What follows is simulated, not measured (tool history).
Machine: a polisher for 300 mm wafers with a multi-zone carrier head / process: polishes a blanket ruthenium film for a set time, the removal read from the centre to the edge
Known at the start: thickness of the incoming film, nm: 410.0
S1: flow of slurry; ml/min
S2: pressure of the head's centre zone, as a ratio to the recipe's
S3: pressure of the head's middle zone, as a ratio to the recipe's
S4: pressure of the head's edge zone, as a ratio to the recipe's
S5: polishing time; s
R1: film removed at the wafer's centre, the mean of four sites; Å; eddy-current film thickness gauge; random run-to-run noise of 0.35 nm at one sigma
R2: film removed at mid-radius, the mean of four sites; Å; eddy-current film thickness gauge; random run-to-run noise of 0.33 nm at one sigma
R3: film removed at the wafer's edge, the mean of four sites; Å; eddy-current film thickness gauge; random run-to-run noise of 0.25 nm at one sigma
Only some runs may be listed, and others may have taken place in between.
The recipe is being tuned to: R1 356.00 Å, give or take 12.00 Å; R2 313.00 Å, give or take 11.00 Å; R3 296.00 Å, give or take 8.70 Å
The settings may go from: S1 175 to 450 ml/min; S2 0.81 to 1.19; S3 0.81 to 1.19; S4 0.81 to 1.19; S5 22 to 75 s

| run | hour | S1 | S2 | S3 | S4 | S5 | R1 | R2 | R3 |
|---|---|---|---|---|---|---|---|---|---|
| 1 | 0.0 | 290 | 1.00 | 1.00 | 1.00 | 48 | 352.84 | 351.72 | 357.95 |
| 2 | 4.4 | 290 | 1.00 | 1.00 | 1.00 | 43 | 318.22 | 314.00 | 321.79 |
| 3 | 7.1 | 295 | 1.03 | 1.00 | 0.97 | 43 | 326.41 | 314.69 | 318.21 |
| 4 | 14.9 | 300 | 1.06 | 1.00 | 0.94 | 43 | 335.23 | 315.30 | 315.96 |
| 5 | 16.3 | 300 | 0.99 | 1.00 | 0.94 | 43 | 322.80 | 315.00 | 311.95 |
| 6 | 18.1 | 310 | 1.01 | 1.00 | 0.91 | 43 | 322.90 | 321.60 | 312.94 |
| 7 | 23.9 | 305 | 1.05 | 1.00 | 0.89 | 43 | 332.57 | 317.50 | 303.85 |
| 8 | 28.9 | 305 | 1.07 | 1.00 | 0.88 | 43 | 345.78 | 313.75 | 301.79 |

Which single option among these 5 for the next run brings every result within its allowed miss of target? Just one does.
| A | 33.9 | 245 | 1.04 | 1.05 | 0.93 | 44 | ? | ? | ? |
| B | 33.9 | 275 | 1.05 | 0.92 | 0.87 | 45 | ? | ? | ? |
| C | 33.9 | 325 | 1.09 | 0.97 | 0.81 | 43 | ? | ? | ? |
| D | 33.9 | 295 | 1.07 | 1.00 | 0.93 | 42 | ? | ? | ? |
| E | 33.9 | 300 | 1.14 | 1.13 | 0.94 | 41 | ? | ? | ? |

| move | R1 | R2 | R3 |
|---|---|---|---|
| A | 337.64 | 330.58 | 314.12 |
| B | 354.00 | 306.91 | 316.32 |
| C | 358.36 | 311.98 | 297.38 |
| D | 339.89 | 309.57 | 305.16 |
| E | 354.69 | 335.84 | 299.16 |
A: the biggest miss grows against the last run
B: the furthest-off result lands on target, but another misses its tolerance
C: in spec on every target
D: the biggest miss grows against the last run
E: the furthest-off result lands on target, but another misses its tolerance
So the answer is move C, the one that meets all the targets.
